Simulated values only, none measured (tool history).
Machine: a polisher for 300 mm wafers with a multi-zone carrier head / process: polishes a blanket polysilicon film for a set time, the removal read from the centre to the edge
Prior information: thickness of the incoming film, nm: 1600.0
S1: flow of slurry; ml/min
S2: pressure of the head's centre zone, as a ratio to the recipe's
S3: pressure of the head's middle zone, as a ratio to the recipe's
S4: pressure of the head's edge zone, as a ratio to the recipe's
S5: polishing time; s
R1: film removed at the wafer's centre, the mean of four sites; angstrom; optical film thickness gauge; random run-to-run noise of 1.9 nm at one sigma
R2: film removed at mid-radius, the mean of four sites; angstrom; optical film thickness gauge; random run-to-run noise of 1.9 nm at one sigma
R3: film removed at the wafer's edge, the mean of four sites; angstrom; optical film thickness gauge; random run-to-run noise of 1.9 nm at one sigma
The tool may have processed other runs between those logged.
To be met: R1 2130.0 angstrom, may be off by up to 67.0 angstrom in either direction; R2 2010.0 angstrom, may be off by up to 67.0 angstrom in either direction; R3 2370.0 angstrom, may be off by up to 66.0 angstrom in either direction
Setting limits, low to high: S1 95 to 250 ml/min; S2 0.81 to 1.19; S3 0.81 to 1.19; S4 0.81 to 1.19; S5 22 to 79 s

| run | hour | S1 | S2 | S3 | S4 | S5 | R1 | R2 | R3 |
|---|---|---|---|---|---|---|---|---|---|
| 1 | 0.0 | 160 | 1.00 | 1.00 | 1.00 | 50 | 3366.1 | 3307.8 | 3465.6 |
| 2 | 1.6 | 155 | 0.99 | 0.98 | 0.99 | 48 | 3185.9 | 3176.7 | 3245.8 |
| 3 | 5.1 | 155 | 0.99 | 1.06 | 0.99 | 48 | 3263.7 | 3314.2 | 3319.1 |
| 4 | 11.6 | 155 | 0.99 | 1.06 | 1.05 | 48 | 3169.0 | 3280.5 | 3364.9 |
| 5 | 15.8 | 155 | 0.92 | 1.06 | 1.05 | 48 | 2972.2 | 3314.8 | 3394.1 |
| 6 | 20.8 | 150 | 0.93 | 1.03 | 1.05 | 46 | 2826.5 | 3094.8 | 3198.3 |
| 7 | 29.0 | 110 | 0.97 | 0.93 | 1.05 | 33 | 1977.0 | 1915.4 | 2228.5 |
| 8 | 31.7 | 115 | 0.97 | 0.93 | 1.05 | 33 | 1975.3 | 1955.7 | 2226.5 |
| 9 | 37.5 | 120 | 0.97 | 0.93 | 1.06 | 33 | 2022.4 | 2002.7 | 2223.6 |
| 10 | 44.8 | 115 | 0.97 | 0.93 | 1.06 | 33 | 1950.4 | 1963.2 | 2210.0 |
| 11 | 47.9 | 115 | 0.98 | 0.92 | 1.07 | 34 | 2057.3 | 1996.5 | 2259.9 |
| 12 | 48.7 | 110 | 0.98 | 0.92 | 1.07 | 34 | 2029.0 | 1944.6 | 2304.5 |

Which of these 4 next moves meets every target?
| A | 49.5 | 120 | 1.01 | 0.92 | 1.15 | 34 | ? | ? | ? |
| B | 49.5 | 130 | 1.04 | 0.89 | 1.12 | 32 | ? | ? | ? |
| C | 49.5 | 135 | 1.02 | 0.89 | 1.05 | 31 | ? | ? | ? |
| D | 49.5 | 120 | 0.91 | 0.90 | 1.00 | 34 | ? | ? | ? |

| move | R1 | R2 | R3 |
|---|---|---|---|
| A | 2157.0 | 2022.1 | 2380.3 |
| B | 2141.6 | 1907.7 | 2245.6 |
| C | 2056.0 | 1865.6 | 2124.8 |
| D | 1941.7 | 1998.8 | 2231.5 |
A: hits every target within its allowed miss
B: corrects the largest miss of the last run, while another result sits out of spec
C: the biggest miss grows against the last run
D: the biggest miss grows against the last run
The move that meets every target is A.

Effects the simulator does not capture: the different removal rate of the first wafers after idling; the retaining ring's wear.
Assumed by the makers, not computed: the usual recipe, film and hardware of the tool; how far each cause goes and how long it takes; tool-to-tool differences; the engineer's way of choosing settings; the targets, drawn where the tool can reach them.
